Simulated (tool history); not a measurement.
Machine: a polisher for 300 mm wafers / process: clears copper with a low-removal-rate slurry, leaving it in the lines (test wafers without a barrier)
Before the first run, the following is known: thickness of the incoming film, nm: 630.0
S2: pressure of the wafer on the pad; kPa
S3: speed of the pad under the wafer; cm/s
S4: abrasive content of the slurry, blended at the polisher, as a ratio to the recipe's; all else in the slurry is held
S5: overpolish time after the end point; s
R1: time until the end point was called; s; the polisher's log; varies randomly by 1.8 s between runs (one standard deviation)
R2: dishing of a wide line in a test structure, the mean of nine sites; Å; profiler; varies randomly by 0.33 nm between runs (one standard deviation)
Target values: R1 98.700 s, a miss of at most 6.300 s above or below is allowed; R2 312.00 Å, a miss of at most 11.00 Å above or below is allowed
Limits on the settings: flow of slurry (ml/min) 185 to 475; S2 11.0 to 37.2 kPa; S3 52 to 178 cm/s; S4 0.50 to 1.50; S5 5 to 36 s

run 1 hour=0.0 | flow_of_slurry_(ml/min)=305 S2=24.1 S3=114 S4=1.00 S5=18 | R1=136.960 R2=441.25
run 2 hour=6.5 | flow_of_slurry_(ml/min)=305 S2=24.8 S3=116 S4=1.00 S5=15 | R1=132.810 R2=404.83
run 3 hour=8.0 | flow_of_slurry_(ml/min)=305 S2=24.8 S3=128 S4=1.00 S5=15 | R1=118.450 R2=426.80
run 4 hour=13.7 | flow_of_slurry_(ml/min)=305 S2=24.8 S3=128 S4=1.10 S5=15 | R1=122.140 R2=431.80
run 5 hour=19.0 | flow_of_slurry_(ml/min)=305 S2=25.5 S3=130 S4=1.00 S5=12 | R1=115.760 R2=371.27
run 6 hour=23.9 | flow_of_slurry_(ml/min)=370 S2=25.5 S3=130 S4=1.00 S5=12 | R1=116.870 R2=382.82
run 7 hour=28.5 | flow_of_slurry_(ml/min)=285 S2=29.0 S3=134 S4=1.00 S5=5 | R1=100.050 R2=201.23
run 8 hour=34.4 | flow_of_slurry_(ml/min)=325 S2=28.3 S3=138 S4=1.00 S5=5 | R1=100.960 R2=204.60
run 9 hour=42.0 | flow_of_slurry_(ml/min)=350 S2=29.0 S3=138 S4=1.00 S5=14 | R1=102.250 R2=479.96
run 10 hour=47.5 | flow_of_slurry_(ml/min)=315 S2=29.6 S3=134 S4=1.00 S5=13 | R1=99.282 R2=454.54
run 11 hour=53.7 | flow_of_slurry_(ml/min)=290 S2=29.0 S3=136 S4=1.00 S5=12 | R1=99.664 R2=420.81
run 12 hour=62.3 | flow_of_slurry_(ml/min)=285 S2=29.6 S3=134 S4=1.00 S5=11 | R1=98.758 R2=399.38
run 13 hour=71.2 | flow_of_slurry_(ml/min)=280 S2=29.0 S3=136 S4=1.00 S5=10 | R1=98.976 R2=365.43
run 14 hour=78.0 | flow_of_slurry_(ml/min)=280 S2=27.6 S3=142 S4=1.00 S5=6 | R1=100.900 R2=236.47
run 15 hour=86.0 | flow_of_slurry_(ml/min)=280 S2=27.6 S3=144 S4=1.00 S5=7 | R1=98.845 R2=272.52
run 16 hour=94.4 | flow_of_slurry_(ml/min)=280 S2=27.6 S3=146 S4=1.00 S5=7 | R1=101.270 R2=280.66
run 17 hour=96.7 | flow_of_slurry_(ml/min)=280 S2=27.6 S3=148 S4=1.00 S5=7 | R1=98.924 R2=270.92
run 18 hour=103.7 | flow_of_slurry_(ml/min)=280 S2=27.6 S3=150 S4=1.00 S5=7 | R1=98.988 R2=279.74
run 19 hour=107.8 | flow_of_slurry_(ml/min)=280 S2=27.6 S3=152 S4=1.00 S5=7 | R1=95.144 R2=283.07

Consider the 5 candidate settings below. Which is the only one whose results all fall within their allowed miss of target?
run A hour=111.9 | flow_of_slurry_(ml/min)=255 S2=21.4 S3=172 S4=1.15 S5=10 | R1=? R2=?
run B hour=111.9 | flow_of_slurry_(ml/min)=330 S2=25.5 S3=158 S4=1.10 S5=6 | R1=? R2=?
run C hour=111.9 | flow_of_slurry_(ml/min)=300 S2=28.3 S3=142 S4=1.00 S5=9 | R1=? R2=?
run D hour=111.9 | flow_of_slurry_(ml/min)=295 S2=26.9 S3=152 S4=0.95 S5=8 | R1=? R2=?
run E hour=111.9 | flow_of_slurry_(ml/min)=355 S2=33.1 S3=142 S4=1.10 S5=7 | R1=? R2=?

move=A R1=111.120 R2=342.21
move=B R1=99.818 R2=247.13
move=C R1=102.050 R2=341.01
move=D R1=102.390 R2=308.54
move=E R1=84.503 R2=326.00
A: pushes the last run's worst result past its target
B: further off than the last run
C: pushes the last run's worst result past its target
D: all results land within tolerance of their targets
E: pushes the last run's worst result past its target
Answer: D
